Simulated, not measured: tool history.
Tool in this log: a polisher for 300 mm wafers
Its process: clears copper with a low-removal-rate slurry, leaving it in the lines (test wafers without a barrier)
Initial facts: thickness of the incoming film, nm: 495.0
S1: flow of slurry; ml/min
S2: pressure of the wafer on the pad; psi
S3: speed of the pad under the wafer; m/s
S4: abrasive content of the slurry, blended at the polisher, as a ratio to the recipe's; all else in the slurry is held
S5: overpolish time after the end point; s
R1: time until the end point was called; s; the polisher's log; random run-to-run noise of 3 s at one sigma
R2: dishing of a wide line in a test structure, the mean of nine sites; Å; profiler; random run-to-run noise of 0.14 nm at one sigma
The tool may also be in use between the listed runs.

run 1 hour=0.0 | S1=240 S2=3.1 S3=0.98 S4=1.00 S5=9 | R1=185.70 R2=182.310
run 2 hour=6.0 | S1=240 S2=3.1 S3=0.98 S4=1.00 S5=6 | R1=188.30 R2=122.880
run 3 hour=8.1 | S1=240 S2=3.1 S3=0.98 S4=1.00 S5=8 | R1=179.62 R2=162.770
run 4 hour=9.2 | S1=240 S2=3.1 S3=0.98 S4=1.15 S5=8 | R1=187.93 R2=167.700
run 5 hour=17.7 | S1=240 S2=2.4 S3=0.98 S4=1.15 S5=8 | R1=218.03 R2=137.810
run 6 hour=21.7 | S1=240 S2=3.1 S3=0.98 S4=1.15 S5=8 | R1=179.69 R2=173.740
run 7 hour=26.1 | S1=240 S2=3.2 S3=1.02 S4=1.00 S5=7 | R1=171.52 R2=152.940
run 8 hour=28.8 | S1=240 S2=3.2 S3=1.02 S4=1.00 S5=7 | R1=171.75 R2=153.140
run 9 hour=36.3 | S1=240 S2=3.3 S3=1.04 S4=0.90 S5=6 | R1=169.19 R2=136.070
run 10 hour=39.2 | S1=235 S2=3.9 S3=1.06 S4=0.65 S5=3 | R1=163.32 R2=75.439
run 11 hour=45.6 | S1=235 S2=3.8 S3=1.08 S4=0.70 S5=3 | R1=157.82 R2=79.446
run 12 hour=50.5 | S1=235 S2=3.7 S3=1.10 S4=0.75 S5=3 | R1=155.55 R2=77.717
run 13 hour=57.2 | S1=215 S2=4.0 S3=1.08 S4=0.60 S5=6 | R1=155.23 R2=153.190
run 14 hour=59.7 | S1=245 S2=3.9 S3=1.08 S4=0.65 S5=6 | R1=153.86 R2=148.760

For run 15, what comes out?
run 15 hour=67.5 | S1=255 S2=3.8 S3=1.08 S4=0.70 S5=5 | R1=? R2=?

Run 15 measured R1 160.09 s, R2 125.650 Å.
